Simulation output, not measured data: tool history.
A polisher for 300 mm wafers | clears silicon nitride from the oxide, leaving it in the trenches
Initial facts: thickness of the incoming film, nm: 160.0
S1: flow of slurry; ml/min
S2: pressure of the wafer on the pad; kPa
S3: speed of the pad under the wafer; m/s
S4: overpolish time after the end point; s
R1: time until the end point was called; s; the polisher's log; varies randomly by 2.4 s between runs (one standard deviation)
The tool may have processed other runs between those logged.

run    day   S1    S2    S3  S4      R1
  1      0  240  21.4  1.02  20  174.28
  2  0.183  240  17.9  1.02  20  213.82
  3  0.371  240  17.9  1.22  20  178.01
  4   0.55  240  18.6  1.22  20  169.66
  5  0.917  240  19.3  1.22  20  163.51
  6  1.212  240    20  1.22  20  157.19
  7  1.546  240  20.7  1.22  20  155.95
  8  1.758  240  21.4  1.22  20  151.64
  9  1.988  240  22.1  1.22  20   142.3

Run 10, settings as shown, results not yet in. Your forecast:
 10  2.312  240  23.4  1.22  20   ?

Run 10 came out at R1 137.11 s.

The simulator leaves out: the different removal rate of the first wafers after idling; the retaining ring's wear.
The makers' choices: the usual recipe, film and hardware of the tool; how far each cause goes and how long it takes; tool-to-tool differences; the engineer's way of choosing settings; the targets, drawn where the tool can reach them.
